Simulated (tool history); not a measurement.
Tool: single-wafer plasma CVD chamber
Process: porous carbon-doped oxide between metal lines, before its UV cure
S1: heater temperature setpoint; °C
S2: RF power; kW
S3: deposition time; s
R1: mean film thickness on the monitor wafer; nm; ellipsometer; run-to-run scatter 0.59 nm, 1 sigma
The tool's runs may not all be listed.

{"run": 1, "hour": 0.0, "S1": 310, "S2": 0.49, "S3": 63.8, "R1": 287.24}
{"run": 2, "hour": 5.0, "S1": 313, "S2": 0.48, "S3": 63.8, "R1": 280.64}
{"run": 3, "hour": 9.4, "S1": 313, "S2": 0.445, "S3": 63.8, "R1": 265.45}
{"run": 4, "hour": 16.6, "S1": 313, "S2": 0.38, "S3": 63.8, "R1": 237.54}
{"run": 5, "hour": 25.5, "S1": 323, "S2": 0.38, "S3": 63.8, "R1": 227.99}
{"run": 6, "hour": 32.9, "S1": 331, "S2": 0.38, "S3": 63.8, "R1": 220.41}

Predict the results of run 7:
{"run": 7, "hour": 36.3, "S1": 330, "S2": 0.38, "S3": 63.8, "R1": "?"}

{"run 7": {"R1": 221.07}}

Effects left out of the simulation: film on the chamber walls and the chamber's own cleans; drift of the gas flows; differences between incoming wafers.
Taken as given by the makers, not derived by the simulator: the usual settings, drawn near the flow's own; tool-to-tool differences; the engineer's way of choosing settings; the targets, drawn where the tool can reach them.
